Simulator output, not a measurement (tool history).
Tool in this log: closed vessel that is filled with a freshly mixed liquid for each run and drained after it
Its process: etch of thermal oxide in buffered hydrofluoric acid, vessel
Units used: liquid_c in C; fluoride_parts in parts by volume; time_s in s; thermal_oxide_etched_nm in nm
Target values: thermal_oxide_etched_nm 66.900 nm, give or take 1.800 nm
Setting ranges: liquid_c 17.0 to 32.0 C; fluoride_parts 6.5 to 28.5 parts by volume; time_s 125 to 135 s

{"run": 1, "hour": 0.0, "liquid_c": 24.0, "fluoride_parts": 17.5, "time_s": 125, "thermal_oxide_etched_nm": 95.551}
{"run": 2, "hour": 5.6, "liquid_c": 22.0, "fluoride_parts": 17.5, "time_s": 125, "thermal_oxide_etched_nm": 85.311}
{"run": 3, "hour": 14.3, "liquid_c": 22.0, "fluoride_parts": 14.5, "time_s": 125, "thermal_oxide_etched_nm": 102.94}
{"run": 4, "hour": 19.2, "liquid_c": 20.5, "fluoride_parts": 15.5, "time_s": 125, "thermal_oxide_etched_nm": 87.629}
{"run": 5, "hour": 25.1, "liquid_c": 23.0, "fluoride_parts": 15.5, "time_s": 125, "thermal_oxide_etched_nm": 100.04}
{"run": 6, "hour": 33.0, "liquid_c": 23.0, "fluoride_parts": 15.5, "time_s": 125, "thermal_oxide_etched_nm": 99.883}
{"run": 7, "hour": 35.0, "liquid_c": 21.5, "fluoride_parts": 16.0, "time_s": 125, "thermal_oxide_etched_nm": 89.453}
{"run": 8, "hour": 36.7, "liquid_c": 20.0, "fluoride_parts": 16.0, "time_s": 125, "thermal_oxide_etched_nm": 83.186}
{"run": 9, "hour": 37.6, "liquid_c": 19.0, "fluoride_parts": 16.5, "time_s": 125, "thermal_oxide_etched_nm": 76.976}
{"run": 10, "hour": 46.7, "liquid_c": 17.0, "fluoride_parts": 17.5, "time_s": 125, "thermal_oxide_etched_nm": 63.832}

Next run, 4 choices. One meets every target within its allowed miss, the rest don't. Which?
{"run": "A", "hour": 55.8, "liquid_c": 17.0, "fluoride_parts": 18.0, "time_s": 125, "thermal_oxide_etched_nm": "?"}
{"run": "B", "hour": 55.8, "liquid_c": 17.0, "fluoride_parts": 17.5, "time_s": 130, "thermal_oxide_etched_nm": "?"}
{"run": "C", "hour": 55.8, "liquid_c": 17.5, "fluoride_parts": 17.5, "time_s": 135, "thermal_oxide_etched_nm": "?"}
{"run": "D", "hour": 55.8, "liquid_c": 17.0, "fluoride_parts": 16.0, "time_s": 125, "thermal_oxide_etched_nm": "?"}

move=A thermal_oxide_etched_nm=62.647
move=B thermal_oxide_etched_nm=66.991
move=C thermal_oxide_etched_nm=71.584
move=D thermal_oxide_etched_nm=70.355
A: misses by more than the last run did
B: meets every target
C: moves the result that the last run missed by most past its target, out the other side
D: moves the result that the last run missed by most past its target, out the other side
B meets every target.

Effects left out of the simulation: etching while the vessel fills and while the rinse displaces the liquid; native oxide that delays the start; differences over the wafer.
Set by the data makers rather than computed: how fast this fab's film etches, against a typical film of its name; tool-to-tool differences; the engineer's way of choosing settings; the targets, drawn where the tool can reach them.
